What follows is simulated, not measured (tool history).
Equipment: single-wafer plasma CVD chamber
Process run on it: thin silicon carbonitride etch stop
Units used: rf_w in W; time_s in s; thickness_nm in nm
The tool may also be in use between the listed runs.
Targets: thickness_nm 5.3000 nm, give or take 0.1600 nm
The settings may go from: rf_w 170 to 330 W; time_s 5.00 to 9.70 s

Run 1, hour 0.0: rf_w 250 W, time_s 7.35 s. Result: thickness_nm 4.3466 nm.
Run 2, hour 8.1: rf_w 265 W, time_s 7.35 s. Result: thickness_nm 4.4304 nm.
Run 3, hour 12.6: rf_w 275 W, time_s 7.35 s. Result: thickness_nm 4.4399 nm.
Run 4, hour 15.2: rf_w 275 W, time_s 6.87 s. Result: thickness_nm 4.1797 nm.
Run 5, hour 22.5: rf_w 280 W, time_s 7.17 s. Result: thickness_nm 4.3597 nm.
Run 6, hour 24.3: rf_w 295 W, time_s 7.17 s. Result: thickness_nm 4.4002 nm.
Run 7, hour 25.2: rf_w 295 W, time_s 7.42 s. Result: thickness_nm 4.5151 nm.
Run 8, hour 32.3: rf_w 295 W, time_s 7.42 s. Result: thickness_nm 4.5603 nm.
Run 9, hour 39.7: rf_w 295 W, time_s 7.62 s. Result: thickness_nm 4.7081 nm.

4 candidate next runs follow, results not yet known. Just one meets every target within its allowed miss. Identify it.
Run A, hour 47.1: rf_w 290 W, time_s 7.03 s. Result: thickness_nm ?.
Run B, hour 47.1: rf_w 305 W, time_s 7.94 s. Result: thickness_nm ?.
Run C, hour 47.1: rf_w 305 W, time_s 8.49 s. Result: thickness_nm ?.
Run D, hour 47.1: rf_w 305 W, time_s 6.83 s. Result: thickness_nm ?.

move  thickness_nm
   A        4.3447
   B        4.9680
   C        5.3122
   D        4.2735
A: the biggest miss grows against the last run
B: gains on the last run, yet a result remains outside its allowed miss
C: every result lands within tolerance
D: the biggest miss grows against the last run
Move C is the one to make.
